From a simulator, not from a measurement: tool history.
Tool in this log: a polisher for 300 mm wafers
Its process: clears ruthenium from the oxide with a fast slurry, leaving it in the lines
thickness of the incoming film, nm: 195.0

run	hour	flow of slurry (ml/min)	pressure of the wafer on the pad (kPa)	speed of the pad under the wafer (cm/s)	abrasive content of the slurry	overpolish time after the end point (s)	time until the end point was called (s)	dishing of a wide line in a test structure (Å)
1	0	200	13.1	86	1	19	91.748	366.85
2	1.4	200	12.4	82	1	16	99.153	282.08
3	8.2	200	11	78	1	14	114.59	215.14
4	14.1	200	11	58	1	14	151.73	164.48
5	17.8	200	11	42	1	14	212.19	120.11
6	22.4	200	11	42	1.2	14	194.52	133.97

Predict the results of run 7:
7	27.7	200	11	42	1.2	13	?	?

{"run 7": {"time until the end point was called (s)": 194.99, "dishing of a wide line in a test structure (Å)": 120.96}}
